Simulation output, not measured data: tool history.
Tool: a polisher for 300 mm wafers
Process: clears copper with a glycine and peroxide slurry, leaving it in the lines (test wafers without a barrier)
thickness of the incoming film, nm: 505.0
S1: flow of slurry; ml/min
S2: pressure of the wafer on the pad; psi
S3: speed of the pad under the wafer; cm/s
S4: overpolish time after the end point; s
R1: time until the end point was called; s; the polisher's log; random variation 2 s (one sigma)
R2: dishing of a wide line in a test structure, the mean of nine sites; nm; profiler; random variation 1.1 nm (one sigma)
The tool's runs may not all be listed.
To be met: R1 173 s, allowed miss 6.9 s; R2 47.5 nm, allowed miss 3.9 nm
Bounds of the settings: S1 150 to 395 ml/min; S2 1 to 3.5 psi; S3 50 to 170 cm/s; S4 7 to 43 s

run,day,S1,S2,S3,S4,R1,R2
1,0,250,2.2,110,22,111.12,67.451
2,0.033,250,1.8,110,22,122.71,57.554
3,0.379,250,1.5,104,24,141.29,57.027
4,0.604,250,1.5,104,17,140.12,44.486
5,0.754,250,1.5,104,23,141.59,54.763
6,1.042,250,1.5,104,31,140.24,71.718
7,1.108,250,1.3,102,29,150.55,62.221
8,1.329,250,1.2,100,28,162.19,59.057

5 next moves are on the table. One of them brings every result within its allowed miss. Which?
A,1.55,185,1,108,24,?,?
B,1.55,230,1.3,104,29,?,?
C,1.55,225,1.3,106,19,?,?
D,1.55,275,2.2,74,35,?,?
E,1.55,315,1.2,102,27,?,?

move,R1,R2
A,169.38,48.092
B,150.25,62.383
C,148.58,44.457
D,144.56,77.343
E,152.73,58.073
A: meets every target
B: further off than the last run
C: brings the result that was furthest off to its target, and leaves another outside
D: further off than the last run
E: as far off as the last run
The right move is A.

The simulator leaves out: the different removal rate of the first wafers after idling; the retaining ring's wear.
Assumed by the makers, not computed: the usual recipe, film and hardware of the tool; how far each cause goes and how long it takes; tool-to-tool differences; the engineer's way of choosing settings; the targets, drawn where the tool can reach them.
